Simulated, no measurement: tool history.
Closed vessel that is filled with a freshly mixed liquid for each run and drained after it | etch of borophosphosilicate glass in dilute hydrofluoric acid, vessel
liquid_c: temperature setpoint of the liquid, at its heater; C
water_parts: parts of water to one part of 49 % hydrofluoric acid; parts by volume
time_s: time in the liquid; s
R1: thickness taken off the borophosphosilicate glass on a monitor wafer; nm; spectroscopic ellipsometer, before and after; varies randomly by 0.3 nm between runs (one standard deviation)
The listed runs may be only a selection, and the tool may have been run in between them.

{"run": 1, "day": 0.0, "liquid_c": 21, "water_parts": 95, "time_s": 90, "R1": 36.002}
{"run": 2, "day": 0.338, "liquid_c": 22, "water_parts": 95, "time_s": 90, "R1": 36.795}
{"run": 3, "day": 0.558, "liquid_c": 19.5, "water_parts": 95, "time_s": 90, "R1": 33.702}
{"run": 4, "day": 0.846, "liquid_c": 19.5, "water_parts": 130, "time_s": 90, "R1": 23.681}
{"run": 5, "day": 0.975, "liquid_c": 19.5, "water_parts": 130, "time_s": 90, "R1": 23.709}
{"run": 6, "day": 1.338, "liquid_c": 19.5, "water_parts": 150, "time_s": 90, "R1": 20.283}
{"run": 7, "day": 1.671, "liquid_c": 19.5, "water_parts": 150, "time_s": 90, "R1": 19.93}

What does the tool deliver on the next run?
{"run": 8, "day": 1.888, "liquid_c": 21.5, "water_parts": 140, "time_s": 90, "R1": "?"}

{"run 8": {"R1": 23.477}}
